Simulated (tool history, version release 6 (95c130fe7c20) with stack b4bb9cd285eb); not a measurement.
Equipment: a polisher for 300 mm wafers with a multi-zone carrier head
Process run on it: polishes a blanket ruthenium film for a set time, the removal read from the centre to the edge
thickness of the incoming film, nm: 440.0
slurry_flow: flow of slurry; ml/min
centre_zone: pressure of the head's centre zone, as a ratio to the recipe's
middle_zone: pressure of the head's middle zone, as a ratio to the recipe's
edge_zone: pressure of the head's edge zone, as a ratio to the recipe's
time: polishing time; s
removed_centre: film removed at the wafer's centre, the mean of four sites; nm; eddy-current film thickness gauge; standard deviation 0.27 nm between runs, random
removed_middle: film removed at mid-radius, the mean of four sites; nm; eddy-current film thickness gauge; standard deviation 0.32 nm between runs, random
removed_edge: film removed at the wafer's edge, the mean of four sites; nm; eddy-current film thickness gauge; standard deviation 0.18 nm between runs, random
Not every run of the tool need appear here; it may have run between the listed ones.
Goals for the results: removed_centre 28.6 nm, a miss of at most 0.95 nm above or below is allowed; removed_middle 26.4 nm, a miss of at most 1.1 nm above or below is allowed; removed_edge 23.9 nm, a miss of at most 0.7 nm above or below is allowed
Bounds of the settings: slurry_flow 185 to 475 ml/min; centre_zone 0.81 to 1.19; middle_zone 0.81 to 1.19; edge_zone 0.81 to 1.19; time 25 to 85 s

run	hour	slurry_flow	centre_zone	middle_zone	edge_zone	time	removed_centre	removed_middle	removed_edge
1	0	305	1	1	1	55	32.616	34.766	35.117
2	7.1	310	1.04	1.01	0.96	51	30.412	32.596	31.668
3	13	310	1.07	1.01	0.96	51	31.492	31.81	32.134
4	15.6	355	1.1	1.02	0.92	48	31.004	30.927	29.892
5	21.4	380	1.12	1.02	0.89	45	29.816	29.065	27.576
6	28.2	385	1.14	1.02	0.87	44	29.978	28.952	26.724
7	31.6	385	1.15	1.01	0.85	43	29.068	28.158	25.812
# hour 35.1: centre zone pressure recalibrated
8	35.1	395	1.16	1	0.84	42	31.528	26.761	25.118
9	41.4	390	1.15	1	0.83	42	31.136	27.139	24.666

4 candidate next runs follow, results not yet known. Just one meets every target within its allowed miss. Identify it.
A	47.7	440	1.14	1.05	1.01	39	?	?	?
B	47.7	360	1.08	1.01	1.11	38	?	?	?
C	47.7	405	1.07	1.01	0.82	41	?	?	?
D	47.7	345	1.17	0.98	0.81	44	?	?	?

move	removed_centre	removed_middle	removed_edge
A	28.813	25.924	25.567
B	26.13	24.07	25.811
C	28.224	26.23	24.314
D	32.652	27.067	25.7
A: puts the biggest miss on target and leaves a different result outside tolerance
B: pushes the last run's worst result past its target
C: every result lands within tolerance
D: the biggest miss grows against the last run
Answer: C
